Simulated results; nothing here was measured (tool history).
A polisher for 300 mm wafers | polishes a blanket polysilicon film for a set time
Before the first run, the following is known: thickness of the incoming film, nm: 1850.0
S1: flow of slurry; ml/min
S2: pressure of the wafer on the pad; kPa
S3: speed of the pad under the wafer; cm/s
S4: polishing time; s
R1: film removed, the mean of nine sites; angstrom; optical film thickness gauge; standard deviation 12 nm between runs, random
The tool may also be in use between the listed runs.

| run | hour | S1 | S2 | S3 | S4 | R1 |
|---|---|---|---|---|---|---|
| 1 | 0.0 | 160 | 22.1 | 100 | 92 | 7200.7 |
| 2 | 8.3 | 160 | 17.9 | 100 | 92 | 6000.5 |
| 3 | 14.2 | 165 | 21.4 | 100 | 92 | 7058.5 |
| 4 | 19.3 | 165 | 21.4 | 100 | 92 | 7038.8 |
| 5 | 24.6 | 170 | 24.1 | 100 | 92 | 7706.1 |
| 6 | 29.3 | 170 | 26.9 | 102 | 92 | 8798.3 |
| 7 | 30.9 | 170 | 29.0 | 102 | 92 | 9286.7 |
| 8 | 31.9 | 175 | 30.3 | 104 | 92 | 9816.3 |

The next listed run, before its measurement:
| 9 | 37.0 | 175 | 31.0 | 106 | 92 | ? |

For run 9 the tool returned R1 10400.0 angstrom.

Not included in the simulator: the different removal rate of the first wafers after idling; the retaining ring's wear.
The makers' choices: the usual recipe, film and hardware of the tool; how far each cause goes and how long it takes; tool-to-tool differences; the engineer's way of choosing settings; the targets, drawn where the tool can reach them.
